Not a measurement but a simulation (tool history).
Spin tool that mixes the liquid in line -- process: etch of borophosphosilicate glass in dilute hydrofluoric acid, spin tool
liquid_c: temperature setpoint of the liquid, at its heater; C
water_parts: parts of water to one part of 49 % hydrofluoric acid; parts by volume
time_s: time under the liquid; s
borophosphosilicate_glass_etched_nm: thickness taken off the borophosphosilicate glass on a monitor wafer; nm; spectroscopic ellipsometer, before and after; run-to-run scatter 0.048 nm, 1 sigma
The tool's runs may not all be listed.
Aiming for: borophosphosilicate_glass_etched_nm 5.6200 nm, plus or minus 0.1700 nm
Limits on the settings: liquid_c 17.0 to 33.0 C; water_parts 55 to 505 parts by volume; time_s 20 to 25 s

run  hour  liquid_c  water_parts  time_s  borophosphosilicate_glass_etched_nm
  1   0.0      25.0          280      25                               3.4037
  2   8.3      26.5          280      25                               3.5181
  3  15.8      26.5          280      20                               2.8328
  4  16.8      26.5          235      20                               3.5460
  5  19.1      27.0          200      20                               4.3592
  6  25.3      27.0          240      20                               3.5661
  7  33.2      27.5          210      20                               4.1921
  8  37.7      28.5          195      20                               4.8040
  9  45.0      29.5          195      20                               4.9215
 10  46.1      33.0          185      20                               5.9377
 11  49.0      32.5          185      20                               5.8794

Below are 5 possible settings for the next run. Only one of them brings all results inside the allowed miss of their targets. Which is it?
  A  51.9      33.0          220      25                                    ?
  B  51.9      30.5          170      20                                    ?
  C  51.9      32.5          170      20                                    ?
  D  51.9      28.0          200      25                                    ?
  E  51.9      33.0          180      20                                    ?

move  borophosphosilicate_glass_etched_nm
   A                               6.0553
   B                               6.1390
   C                               6.5815
   D                               5.7558
   E                               6.2387
A: its largest miss is bigger than the last run's
B: its largest miss is bigger than the last run's
C: its largest miss is bigger than the last run's
D: every result within its allowed miss
E: its largest miss is bigger than the last run's
Move D is the one to make.
